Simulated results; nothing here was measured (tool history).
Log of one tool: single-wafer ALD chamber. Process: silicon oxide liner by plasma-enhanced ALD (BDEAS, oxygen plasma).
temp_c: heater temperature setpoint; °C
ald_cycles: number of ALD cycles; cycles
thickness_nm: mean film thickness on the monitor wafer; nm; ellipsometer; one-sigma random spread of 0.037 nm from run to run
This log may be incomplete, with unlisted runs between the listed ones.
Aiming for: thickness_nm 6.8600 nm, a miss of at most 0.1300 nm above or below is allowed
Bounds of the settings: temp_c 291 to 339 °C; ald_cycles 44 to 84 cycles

| run | hour | temp_c | ald_cycles | thickness_nm |
|---|---|---|---|---|
| 1 | 0.0 | 315 | 64 | 6.0814 |
| 2 | 2.2 | 315 | 66 | 6.2666 |
| 3 | 10.4 | 315 | 57 | 5.4057 |
| 4 | 16.4 | 320 | 57 | 5.3723 |
| 5 | 21.6 | 320 | 49 | 4.6503 |
| 6 | 26.3 | 319 | 55 | 5.1902 |
| 7 | 27.3 | 318 | 59 | 5.6022 |
|  | 32.6 | thermocouple changed; heater temperature recalibrated |
| 8 | 32.6 | 318 | 62 | 5.9604 |
| 9 | 36.4 | 319 | 64 | 6.0622 |
| 10 | 38.7 | 319 | 66 | 6.3340 |

Which one of the following 4 next-run settings gets every result inside its allowed miss? There is exactly one.
| A | 41.0 | 332 | 73 | ? |
| B | 41.0 | 319 | 76 | ? |
| C | 41.0 | 321 | 61 | ? |
| D | 41.0 | 317 | 69 | ? |

| move | thickness_nm |
|---|---|
| A | 6.8708 |
| B | 7.2726 |
| C | 5.8224 |
| D | 6.6194 |
A: every result within its allowed miss
B: the result that was furthest off in the last run now lies on the other side of its target
C: lands further from the targets than the last run did
D: nearer than the last run, and not there yet
Go with A: it meets all targets.

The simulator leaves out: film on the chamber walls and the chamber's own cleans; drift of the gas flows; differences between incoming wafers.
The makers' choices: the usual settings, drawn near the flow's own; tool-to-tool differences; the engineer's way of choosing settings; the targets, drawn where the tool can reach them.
